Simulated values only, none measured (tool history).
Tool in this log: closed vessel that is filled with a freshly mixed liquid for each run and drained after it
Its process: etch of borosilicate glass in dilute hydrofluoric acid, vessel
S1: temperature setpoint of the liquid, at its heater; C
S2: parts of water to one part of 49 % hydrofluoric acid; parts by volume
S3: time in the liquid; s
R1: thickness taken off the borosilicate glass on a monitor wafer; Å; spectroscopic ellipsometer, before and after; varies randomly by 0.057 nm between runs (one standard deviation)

run	hour	S1	S2	S3	R1
1	0.0	21.0	225	30	34.159
2	4.4	22.0	210	30	38.516
3	11.8	20.5	210	30	36.367
4	20.5	20.5	210	30	36.670
# hour 23.5: hydrofluoric acid flow meter replaced
5	23.5	20.5	145	30	52.592
6	29.0	23.0	145	30	57.689
7	37.7	27.0	115	30	88.287

The next listed run, before its measurement:
8	46.3	26.0	115	30	?

Run 8 yielded R1 84.654 Å.

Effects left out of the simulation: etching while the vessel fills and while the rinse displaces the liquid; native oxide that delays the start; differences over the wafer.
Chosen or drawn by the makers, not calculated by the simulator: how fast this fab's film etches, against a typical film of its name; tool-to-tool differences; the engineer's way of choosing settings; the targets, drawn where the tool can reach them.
